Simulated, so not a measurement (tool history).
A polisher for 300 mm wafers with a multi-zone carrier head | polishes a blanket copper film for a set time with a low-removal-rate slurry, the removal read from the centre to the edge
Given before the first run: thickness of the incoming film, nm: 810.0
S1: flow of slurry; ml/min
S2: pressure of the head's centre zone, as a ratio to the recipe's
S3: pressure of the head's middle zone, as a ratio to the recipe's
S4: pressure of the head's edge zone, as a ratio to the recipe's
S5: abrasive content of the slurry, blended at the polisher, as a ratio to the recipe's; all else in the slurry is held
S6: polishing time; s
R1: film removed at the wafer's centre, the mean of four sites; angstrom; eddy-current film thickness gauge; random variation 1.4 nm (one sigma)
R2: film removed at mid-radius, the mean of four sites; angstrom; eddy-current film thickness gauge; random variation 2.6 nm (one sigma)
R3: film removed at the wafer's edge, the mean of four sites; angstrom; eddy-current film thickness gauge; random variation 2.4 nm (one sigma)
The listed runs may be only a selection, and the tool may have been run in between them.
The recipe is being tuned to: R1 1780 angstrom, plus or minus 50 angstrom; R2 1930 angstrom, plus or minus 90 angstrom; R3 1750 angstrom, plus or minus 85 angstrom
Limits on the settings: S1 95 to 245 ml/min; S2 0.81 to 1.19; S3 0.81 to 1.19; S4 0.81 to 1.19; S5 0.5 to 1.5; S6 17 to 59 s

| run | day | S1 | S2 | S3 | S4 | S5 | S6 | R1 | R2 | R3 |
|---|---|---|---|---|---|---|---|---|---|---|
| 1 | 0 | 155 | 1 | 1 | 1 | 1 | 38 | 1295.4 | 1290.3 | 1292.1 |
| 2 | 0.079 | 155 | 1 | 1.08 | 1 | 1 | 38 | 1300.7 | 1361.7 | 1289.1 |
| 3 | 0.442 | 165 | 1.01 | 1.1 | 1.02 | 1.1 | 39 | 1401.4 | 1496.9 | 1402.2 |
| 4 | 0.65 | 180 | 1.03 | 1.12 | 1.04 | 1.2 | 39 | 1441.3 | 1559.3 | 1427.4 |
| 5 | 0.867 | 185 | 1.05 | 1.13 | 1.06 | 1.25 | 40 | 1536.3 | 1629.1 | 1495.3 |
| 6 | 0.921 | 190 | 1.06 | 1.14 | 1.08 | 1.3 | 41 | 1613.4 | 1725.9 | 1525.1 |
| 7 | 1.058 | 195 | 1.05 | 1.13 | 1.09 | 1.35 | 42 | 1659.5 | 1726.6 | 1629.2 |
| 8 | 1.433 | 200 | 1.05 | 1.14 | 1.1 | 1.4 | 42 | 1663.5 | 1807.3 | 1583.2 |
| 9 | 1.675 | 200 | 1.05 | 1.14 | 1.1 | 1.4 | 42 | 1680 | 1818 | 1635.6 |
| 10 | 1.979 | 205 | 1.05 | 1.14 | 1.11 | 1.4 | 42 | 1680.2 | 1791.8 | 1644.7 |

Pick the move, out of 4, that brings all results within their allowed miss; only one does.
| A | 2.283 | 180 | 0.96 | 0.93 | 1.19 | 1.15 | 45 | ? | ? | ? |
| B | 2.283 | 195 | 1.06 | 1.11 | 1.11 | 1.4 | 38 | ? | ? | ? |
| C | 2.283 | 210 | 1.15 | 1.17 | 1.04 | 1.3 | 40 | ? | ? | ? |
| D | 2.283 | 210 | 1.03 | 1.14 | 1.08 | 1.3 | 46 | ? | ? | ? |

| move | R1 | R2 | R3 |
|---|---|---|---|
| A | 1560.4 | 1551.9 | 1756.2 |
| B | 1534.8 | 1599.7 | 1496 |
| C | 1748.3 | 1753 | 1511.9 |
| D | 1799 | 1972.5 | 1772.3 |
A: the biggest miss grows against the last run
B: the biggest miss grows against the last run
C: meets the target for the result that was furthest off, but another lies outside its allowed miss
D: meets every target
The right move is D.
